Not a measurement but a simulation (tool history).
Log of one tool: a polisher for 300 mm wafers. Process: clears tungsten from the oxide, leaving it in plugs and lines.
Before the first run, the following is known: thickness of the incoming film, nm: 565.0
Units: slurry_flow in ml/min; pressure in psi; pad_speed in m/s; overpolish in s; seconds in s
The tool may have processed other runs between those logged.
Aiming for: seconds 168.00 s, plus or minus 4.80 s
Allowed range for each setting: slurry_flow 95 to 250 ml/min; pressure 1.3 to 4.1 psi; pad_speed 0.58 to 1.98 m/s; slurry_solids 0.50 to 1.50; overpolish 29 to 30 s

Run 1, day 0.000: slurry_flow 160 ml/min, pressure 2.7 psi, pad_speed 1.28 m/s, slurry_solids 1.00, overpolish 29 s. Result: seconds 127.42 s.
Run 2, day 0.058: slurry_flow 160 ml/min, pressure 3.1 psi, pad_speed 1.28 m/s, slurry_solids 1.00, overpolish 29 s. Result: seconds 112.33 s.
Run 3, day 0.108: slurry_flow 155 ml/min, pressure 3.0 psi, pad_speed 1.28 m/s, slurry_solids 1.00, overpolish 29 s. Result: seconds 116.90 s.
Run 4, day 0.321: slurry_flow 150 ml/min, pressure 2.9 psi, pad_speed 1.28 m/s, slurry_solids 1.00, overpolish 29 s. Result: seconds 120.39 s.
Run 5, day 0.462: slurry_flow 150 ml/min, pressure 2.8 psi, pad_speed 1.28 m/s, slurry_solids 1.00, overpolish 29 s. Result: seconds 124.81 s.
Run 6, day 0.504: slurry_flow 150 ml/min, pressure 2.8 psi, pad_speed 1.28 m/s, slurry_solids 0.85, overpolish 29 s. Result: seconds 128.55 s.
Run 7, day 0.717: slurry_flow 150 ml/min, pressure 2.8 psi, pad_speed 1.28 m/s, slurry_solids 0.85, overpolish 29 s. Result: seconds 127.59 s.
Run 8, day 1.046: slurry_flow 150 ml/min, pressure 2.7 psi, pad_speed 1.28 m/s, slurry_solids 0.85, overpolish 29 s. Result: seconds 135.11 s.
Run 9, day 1.412: slurry_flow 150 ml/min, pressure 2.6 psi, pad_speed 1.28 m/s, slurry_solids 0.85, overpolish 29 s. Result: seconds 139.93 s.
Run 10, day 1.546: slurry_flow 150 ml/min, pressure 2.5 psi, pad_speed 1.28 m/s, slurry_solids 0.85, overpolish 29 s. Result: seconds 146.19 s.

Which one of the following 5 next-run settings gets every result inside its allowed miss? There is exactly one.
Run A, day 1.679: slurry_flow 175 ml/min, pressure 2.5 psi, pad_speed 1.18 m/s, slurry_solids 0.65, overpolish 29 s. Result: seconds ?.
Run B, day 1.679: slurry_flow 145 ml/min, pressure 3.0 psi, pad_speed 0.94 m/s, slurry_solids 0.70, overpolish 29 s. Result: seconds ?.
Run C, day 1.679: slurry_flow 160 ml/min, pressure 2.5 psi, pad_speed 1.00 m/s, slurry_solids 0.75, overpolish 29 s. Result: seconds ?.
Run D, day 1.679: slurry_flow 145 ml/min, pressure 2.5 psi, pad_speed 1.20 m/s, slurry_solids 0.90, overpolish 29 s. Result: seconds ?.
Run E, day 1.679: slurry_flow 120 ml/min, pressure 2.8 psi, pad_speed 1.12 m/s, slurry_solids 0.80, overpolish 30 s. Result: seconds ?.

move  seconds
   A   159.74
   B   168.90
   C   184.72
   D   152.96
   E   155.32
A: nearer the targets than the last run, but a result is still out of spec
B: every result lands within tolerance
C: the result that was furthest off in the last run now lies on the other side of its target
D: nearer the targets than the last run, but a result is still out of spec
E: nearer the targets than the last run, but a result is still out of spec
So the answer is move B, the one that meets all the targets.
